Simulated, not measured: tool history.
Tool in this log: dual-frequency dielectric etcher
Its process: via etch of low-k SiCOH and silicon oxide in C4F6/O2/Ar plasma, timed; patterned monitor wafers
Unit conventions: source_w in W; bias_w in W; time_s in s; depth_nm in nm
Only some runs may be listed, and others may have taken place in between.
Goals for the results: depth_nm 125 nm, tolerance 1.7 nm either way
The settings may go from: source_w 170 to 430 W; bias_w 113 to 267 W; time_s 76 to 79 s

run,day,source_w,bias_w,time_s,depth_nm
1,0,300,190,76,161.68
2,0.271,300,224,76,170.28
3,0.625,270,203,76,153.33
4,0.712,250,202,76,145.97
5,1.012,300,202,76,164.97
6,1.283,260,202,76,150.54
7,1.504,260,202,76,150.07
8,1.617,240,201,76,142.63
9,1.779,230,201,76,137.41
10,2.021,230,201,76,138.3
11,2.288,170,183,76,100.27
12,2.604,180,183,76,106.75
13,2.721,190,183,76,114.53
14,2.971,190,183,76,114.55
15,3.062,200,183,76,120.5

Consider the 5 candidate settings below. Which is the only one whose results all fall within their allowed miss of target?
A,3.154,190,199,76.5,?
B,3.154,200,205,76,?
C,3.154,190,205,76,?
D,3.154,190,184,76,?
E,3.154,200,150,79,?

move,depth_nm
A,118.2
B,124.8
C,118.63
D,114.32
E,116.84
A: the biggest miss grows against the last run
B: in spec on every target
C: the biggest miss grows against the last run
D: the biggest miss grows against the last run
E: the biggest miss grows against the last run
The move that meets every target is B.

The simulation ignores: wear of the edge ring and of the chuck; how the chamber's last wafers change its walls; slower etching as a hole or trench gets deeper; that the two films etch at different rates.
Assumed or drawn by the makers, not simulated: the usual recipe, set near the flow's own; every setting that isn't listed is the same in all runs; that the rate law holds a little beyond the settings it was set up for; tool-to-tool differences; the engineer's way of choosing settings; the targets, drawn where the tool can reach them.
